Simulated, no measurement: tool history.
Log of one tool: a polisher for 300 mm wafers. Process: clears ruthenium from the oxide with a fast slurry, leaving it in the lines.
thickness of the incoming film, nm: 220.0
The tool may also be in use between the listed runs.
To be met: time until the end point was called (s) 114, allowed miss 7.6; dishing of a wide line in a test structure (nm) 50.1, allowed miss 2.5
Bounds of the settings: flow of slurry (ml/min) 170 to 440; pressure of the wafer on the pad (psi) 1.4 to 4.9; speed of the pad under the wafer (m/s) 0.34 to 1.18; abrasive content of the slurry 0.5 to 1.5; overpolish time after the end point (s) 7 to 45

| run | hour | flow of slurry (ml/min) | pressure of the wafer on the pad (psi) | speed of the pad under the wafer (m/s) | abrasive content of the slurry | overpolish time after the end point (s) | time until the end point was called (s) | dishing of a wide line in a test structure (nm) |
|---|---|---|---|---|---|---|---|---|
| 1 | 0 | 280 | 3.1 | 0.76 | 1 | 23 | 60.456 | 62.852 |
| 2 | 6.5 | 280 | 3.1 | 0.76 | 1.15 | 23 | 56.49 | 67.812 |
| 3 | 15.3 | 280 | 2.7 | 0.72 | 1.15 | 25 | 64.825 | 62.487 |
| 4 | 23.7 | 280 | 2.7 | 0.88 | 1.15 | 25 | 56.969 | 72.158 |
| 5 | 28.5 | 280 | 2.4 | 0.82 | 1.15 | 27 | 65.14 | 68.264 |
| 6 | 36 | 280 | 3 | 0.82 | 1.15 | 27 | 54.347 | 75.106 |
| 7 | 41.5 | 280 | 2.6 | 0.76 | 1.15 | 28 | 64.898 | 68.901 |
| 8 | 42.4 | 280 | 2.3 | 0.72 | 1.15 | 29 | 75.046 | 63.616 |
| 9 | 47.5 | 280 | 2.1 | 0.7 | 1.15 | 30 | 82.192 | 61.211 |
| 10 | 48.7 | 280 | 1.4 | 0.6 | 1.15 | 32 | 122.01 | 47.55 |

4 next moves are on the table. One of them brings every result within its allowed miss. Which?
| A | 49.9 | 240 | 1.4 | 0.64 | 0.95 | 32 | ? | ? |
| B | 49.9 | 245 | 1.4 | 0.56 | 1.15 | 32 | ? | ? |
| C | 49.9 | 275 | 1.4 | 0.54 | 1.15 | 33 | ? | ? |
| D | 49.9 | 290 | 2.2 | 0.46 | 1.15 | 32 | ? | ? |

| move | time until the end point was called (s) | dishing of a wide line in a test structure (nm) |
|---|---|---|
| A | 132.36 | 45.563 |
| B | 133.87 | 45.133 |
| C | 136.62 | 45.528 |
| D | 113.82 | 51.592 |
A: further off than the last run
B: further off than the last run
C: further off than the last run
D: meets every target
The right move is D.
